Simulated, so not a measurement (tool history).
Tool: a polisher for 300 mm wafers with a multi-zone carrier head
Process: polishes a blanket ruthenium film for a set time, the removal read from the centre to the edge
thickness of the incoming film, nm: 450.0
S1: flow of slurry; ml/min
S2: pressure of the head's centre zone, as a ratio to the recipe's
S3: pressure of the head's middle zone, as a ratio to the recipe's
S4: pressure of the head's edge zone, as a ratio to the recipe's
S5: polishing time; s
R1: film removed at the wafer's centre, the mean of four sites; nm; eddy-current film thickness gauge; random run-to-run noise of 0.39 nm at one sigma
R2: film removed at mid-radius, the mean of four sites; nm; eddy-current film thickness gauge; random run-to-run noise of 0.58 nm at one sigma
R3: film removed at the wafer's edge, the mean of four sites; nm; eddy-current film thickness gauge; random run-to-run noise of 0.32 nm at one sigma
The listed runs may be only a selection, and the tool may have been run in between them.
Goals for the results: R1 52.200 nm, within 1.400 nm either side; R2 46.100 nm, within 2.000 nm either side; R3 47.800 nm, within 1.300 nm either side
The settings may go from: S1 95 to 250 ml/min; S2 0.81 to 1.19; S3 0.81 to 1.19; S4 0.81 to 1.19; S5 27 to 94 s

| run | hour | S1 | S2 | S3 | S4 | S5 | R1 | R2 | R3 |
|---|---|---|---|---|---|---|---|---|---|
| 1 | 0.0 | 160 | 1.00 | 1.00 | 1.00 | 60 | 39.477 | 39.712 | 38.675 |
| 2 | 8.3 | 170 | 1.02 | 1.00 | 1.03 | 61 | 41.481 | 39.769 | 40.100 |
| 3 | 17.2 | 175 | 1.03 | 1.01 | 1.05 | 62 | 42.526 | 40.105 | 41.021 |
| 4 | 23.2 | 145 | 1.03 | 1.01 | 1.05 | 62 | 41.129 | 39.200 | 39.815 |
| 5 | 24.0 | 145 | 1.03 | 1.01 | 1.05 | 56 | 36.956 | 35.720 | 36.310 |
| 6 | 25.1 | 145 | 0.96 | 1.01 | 1.05 | 56 | 34.885 | 35.541 | 36.405 |
| 7 | 28.2 | 190 | 1.06 | 1.02 | 1.15 | 68 | 48.642 | 45.071 | 47.458 |
| 8 | 34.5 | 195 | 1.07 | 1.02 | 1.15 | 68 | 49.993 | 45.360 | 47.220 |
| 9 | 41.2 | 200 | 1.07 | 1.02 | 1.15 | 68 | 49.920 | 46.012 | 46.968 |
| 10 | 49.1 | 200 | 1.07 | 1.02 | 1.15 | 68 | 49.203 | 47.470 | 47.414 |
| 11 | 50.8 | 200 | 1.08 | 1.01 | 1.15 | 68 | 50.659 | 46.269 | 47.456 |
| 12 | 57.4 | 205 | 1.09 | 1.00 | 1.16 | 68 | 50.376 | 44.714 | 47.990 |

Below are 4 possible settings for the next run. Only one of them brings all results inside the allowed miss of their targets. Which is it?
| A | 64.0 | 200 | 1.03 | 0.87 | 1.19 | 71 | ? | ? | ? |
| B | 64.0 | 205 | 1.03 | 1.10 | 1.12 | 70 | ? | ? | ? |
| C | 64.0 | 250 | 1.08 | 0.99 | 1.07 | 69 | ? | ? | ? |
| D | 64.0 | 165 | 1.12 | 0.95 | 1.18 | 75 | ? | ? | ? |

| move | R1 | R2 | R3 |
|---|---|---|---|
| A | 49.796 | 41.717 | 50.084 |
| B | 49.373 | 50.284 | 48.290 |
| C | 52.500 | 46.498 | 47.835 |
| D | 55.278 | 45.922 | 51.482 |
A: further off than the last run
B: further off than the last run
C: every result within its allowed miss
D: moves the result that the last run missed by most past its target, out the other side
Go with C: it meets all targets.
